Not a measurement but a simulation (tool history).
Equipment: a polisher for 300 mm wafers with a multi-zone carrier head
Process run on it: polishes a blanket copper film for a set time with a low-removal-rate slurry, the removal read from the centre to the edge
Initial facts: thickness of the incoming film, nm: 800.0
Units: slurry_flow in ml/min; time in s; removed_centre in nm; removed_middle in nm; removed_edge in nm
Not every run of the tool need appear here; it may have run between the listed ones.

run	hour	slurry_flow	centre_zone	middle_zone	edge_zone	slurry_solids	time	removed_centre	removed_middle	removed_edge
1	0	180	1	1	1	1	62	158.06	156.18	164.24
2	5.7	210	1	1	1	1	62	163.93	158.6	166.13
3	6.7	210	1	0.93	1	1	62	162.15	149.6	164.59
4	14.4	210	1	0.93	1	1	52	137.29	125.88	139.18
5	17.8	215	1.01	0.97	1.03	1.1	55	147.28	142.57	152.2
6	26.3	215	1.01	0.9	1.03	1.1	55	148.79	133.77	152.25
7	31	220	1.03	0.94	1.05	1.2	58	163.75	147.21	166.96
8	36.4	225	1.04	0.99	1.06	1.25	60	172.97	162.91	174.12

Run 9, settings as shown, results not yet in. Your forecast:
9	39.1	225	1.05	1.01	1.08	1.3	62	?	?	?

Run 9 gave removed_centre 180.69 nm, removed_middle 170.8 nm, removed_edge 182.01 nm.
